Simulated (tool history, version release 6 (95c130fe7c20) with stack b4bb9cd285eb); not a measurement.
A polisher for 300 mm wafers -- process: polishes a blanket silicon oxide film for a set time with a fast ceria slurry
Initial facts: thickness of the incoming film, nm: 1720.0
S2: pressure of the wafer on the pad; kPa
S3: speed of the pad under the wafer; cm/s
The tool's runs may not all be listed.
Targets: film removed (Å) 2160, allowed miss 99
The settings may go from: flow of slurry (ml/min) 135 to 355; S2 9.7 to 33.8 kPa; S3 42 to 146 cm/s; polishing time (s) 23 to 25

run 1 hour=0 | flow_of_slurry_(ml/min)=225 S2=21.4 S3=94 polishing_time_(s)=25 | film_removed_(Å)=4149.6
run 2 hour=3.2 | flow_of_slurry_(ml/min)=225 S2=21.4 S3=116 polishing_time_(s)=25 | film_removed_(Å)=5174.2
run 3 hour=9.1 | flow_of_slurry_(ml/min)=265 S2=21.4 S3=116 polishing_time_(s)=25 | film_removed_(Å)=5295.5
run 4 hour=11.8 | flow_of_slurry_(ml/min)=210 S2=21.4 S3=116 polishing_time_(s)=25 | film_removed_(Å)=5017.5
run 5 hour=19.9 | flow_of_slurry_(ml/min)=205 S2=18.6 S3=110 polishing_time_(s)=25 | film_removed_(Å)=4128.4
run 6 hour=24.5 | flow_of_slurry_(ml/min)=205 S2=18.6 S3=96 polishing_time_(s)=25 | film_removed_(Å)=3632.8
run 7 hour=32.5 | flow_of_slurry_(ml/min)=205 S2=16.5 S3=94 polishing_time_(s)=25 | film_removed_(Å)=3233.6
run 8 hour=39.9 | flow_of_slurry_(ml/min)=205 S2=15.2 S3=92 polishing_time_(s)=25 | film_removed_(Å)=2872.6
run 9 hour=47 | flow_of_slurry_(ml/min)=205 S2=13.8 S3=92 polishing_time_(s)=25 | film_removed_(Å)=2629.9
run 10 hour=53.6 | flow_of_slurry_(ml/min)=205 S2=13.1 S3=92 polishing_time_(s)=25 | film_removed_(Å)=2494.8

Below are 4 possible settings for the next run. Only one of them brings all results inside the allowed miss of their targets. Which is it?
run A hour=60.2 | flow_of_slurry_(ml/min)=205 S2=12.4 S3=92 polishing_time_(s)=25 | film_removed_(Å)=?
run B hour=60.2 | flow_of_slurry_(ml/min)=190 S2=13.8 S3=82 polishing_time_(s)=25 | film_removed_(Å)=?
run C hour=60.2 | flow_of_slurry_(ml/min)=195 S2=11.7 S3=94 polishing_time_(s)=23 | film_removed_(Å)=?
run D hour=60.2 | flow_of_slurry_(ml/min)=135 S2=12.4 S3=100 polishing_time_(s)=25 | film_removed_(Å)=?

move=A film_removed_(Å)=2433.4
move=B film_removed_(Å)=2386.9
move=C film_removed_(Å)=2151.3
move=D film_removed_(Å)=2479.9
A: better than the last run, though not everything is in spec
B: better than the last run, though not everything is in spec
C: meets every target
D: no better and no worse than the last run
Answer: C
